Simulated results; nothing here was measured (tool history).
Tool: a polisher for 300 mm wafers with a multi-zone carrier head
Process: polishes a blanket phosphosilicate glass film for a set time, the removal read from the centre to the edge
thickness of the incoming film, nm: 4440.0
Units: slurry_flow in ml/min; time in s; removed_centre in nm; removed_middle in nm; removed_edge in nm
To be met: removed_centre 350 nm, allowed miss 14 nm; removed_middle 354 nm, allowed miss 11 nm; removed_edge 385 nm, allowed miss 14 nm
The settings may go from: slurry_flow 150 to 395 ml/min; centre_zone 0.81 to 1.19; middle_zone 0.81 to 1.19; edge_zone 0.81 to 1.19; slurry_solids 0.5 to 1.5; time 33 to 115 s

| run | hour | slurry_flow | centre_zone | middle_zone | edge_zone | slurry_solids | time | removed_centre | removed_middle | removed_edge |
|---|---|---|---|---|---|---|---|---|---|---|
| 1 | 0 | 250 | 1 | 1 | 1 | 1 | 73 | 480.55 | 475.58 | 471.45 |
| 2 | 6.8 | 250 | 1 | 1.06 | 1 | 1 | 73 | 476.08 | 494.57 | 474.85 |
| 3 | 14.3 | 245 | 0.98 | 1.03 | 1 | 0.95 | 73 | 456.27 | 476.17 | 466.87 |
| 4 | 19.5 | 245 | 0.98 | 1.03 | 1 | 1.05 | 73 | 475.79 | 495.91 | 479.08 |
| 5 | 27.7 | 240 | 0.96 | 1 | 0.99 | 0.95 | 73 | 448.16 | 469.03 | 456.62 |
| 6 | 35.2 | 235 | 0.95 | 0.97 | 1 | 0.9 | 73 | 428.32 | 440.63 | 438.61 |
| 7 | 43.3 | 230 | 0.94 | 0.95 | 1.01 | 0.85 | 73 | 415.5 | 419.61 | 439.13 |
| 8 | 45.8 | 225 | 0.93 | 0.93 | 1 | 0.8 | 73 | 392.75 | 404.83 | 428.07 |
| 9 | 50.4 | 220 | 0.93 | 0.91 | 0.99 | 0.8 | 73 | 385.03 | 396.02 | 423.46 |
| 10 | 57.5 | 220 | 0.93 | 0.9 | 0.97 | 0.8 | 73 | 399.09 | 387.26 | 411.4 |
| 11 | 65.6 | 215 | 0.92 | 0.89 | 0.97 | 0.8 | 73 | 388.28 | 375.51 | 413.69 |
| 12 | 72.2 | 210 | 0.91 | 0.89 | 0.96 | 0.8 | 73 | 382.42 | 383.89 | 407.36 |
| 13 | 76.4 | 190 | 0.86 | 0.82 | 0.94 | 0.7 | 73 | 338.97 | 330.37 | 380.05 |
| 14 | 77.9 | 195 | 0.86 | 0.83 | 0.94 | 0.7 | 73 | 332.58 | 337.47 | 376.87 |
| 15 | 86.1 | 200 | 0.86 | 0.83 | 0.94 | 0.7 | 73 | 330.39 | 338.75 | 391.25 |
| 16 | 92.1 | 200 | 0.87 | 0.84 | 0.94 | 0.7 | 73 | 340.37 | 341.62 | 384.14 |

5 next moves are on the table. One of them brings every result within its allowed miss. Which?
| A | 98.1 | 175 | 0.87 | 0.82 | 0.91 | 0.75 | 73 | ? | ? | ? |
| B | 98.1 | 150 | 0.91 | 0.9 | 0.96 | 0.7 | 76 | ? | ? | ? |
| C | 98.1 | 170 | 0.85 | 0.89 | 0.97 | 0.65 | 77 | ? | ? | ? |
| D | 98.1 | 150 | 0.9 | 0.87 | 0.85 | 0.7 | 74 | ? | ? | ? |
| E | 98.1 | 180 | 0.81 | 0.81 | 1 | 0.7 | 74 | ? | ? | ? |

| move | removed_centre | removed_middle | removed_edge |
|---|---|---|---|
| A | 343.18 | 337.56 | 390.04 |
| B | 348.76 | 355.2 | 391.26 |
| C | 328.54 | 353.98 | 392.01 |
| D | 335.75 | 336.35 | 364.27 |
| E | 315.35 | 329.91 | 398.62 |
A: further off than the last run
B: meets every target
C: brings the result that was furthest off to its target, and leaves another outside
D: further off than the last run
E: further off than the last run
Move B is the one to make.
